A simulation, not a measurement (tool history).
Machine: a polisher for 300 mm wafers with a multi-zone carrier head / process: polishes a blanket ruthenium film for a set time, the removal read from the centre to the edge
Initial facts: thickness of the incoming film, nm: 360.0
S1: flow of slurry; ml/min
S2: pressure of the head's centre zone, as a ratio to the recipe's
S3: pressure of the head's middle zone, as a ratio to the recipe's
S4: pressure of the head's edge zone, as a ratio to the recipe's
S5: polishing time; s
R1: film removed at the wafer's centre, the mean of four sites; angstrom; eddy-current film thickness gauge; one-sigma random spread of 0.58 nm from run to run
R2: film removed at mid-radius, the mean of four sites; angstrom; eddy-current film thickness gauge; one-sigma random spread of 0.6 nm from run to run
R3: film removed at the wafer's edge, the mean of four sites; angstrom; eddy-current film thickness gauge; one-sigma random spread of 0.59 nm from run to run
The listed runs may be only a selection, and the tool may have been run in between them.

run 1 hour=0.0 | S1=125 S2=1.00 S3=1.00 S4=1.00 S5=42 | R1=656.19 R2=653.27 R3=645.17
run 2 hour=6.5 | S1=125 S2=1.00 S3=1.08 S4=1.00 S5=42 | R1=663.80 R2=705.23 R3=643.16
run 3 hour=10.3 | S1=130 S2=1.00 S3=1.07 S4=1.01 S5=42 | R1=670.18 R2=706.73 R3=652.34
run 4 hour=13.9 | S1=155 S2=1.00 S3=1.07 S4=1.01 S5=42 | R1=699.55 R2=733.24 R3=668.57
run 5 hour=22.6 | S1=155 S2=1.00 S3=1.06 S4=1.02 S5=42 | R1=706.40 R2=722.63 R3=668.30
run 6 hour=27.7 | S1=155 S2=1.00 S3=1.05 S4=1.04 S5=42 | R1=694.56 R2=715.31 R3=677.02

What does the tool deliver on the next run?
run 7 hour=29.7 | S1=155 S2=1.00 S3=1.05 S4=1.04 S5=42 | R1=? R2=? R3=?

R1: 703.21 angstrom
R2: 714.38 angstrom
R3: 682.45 angstrom
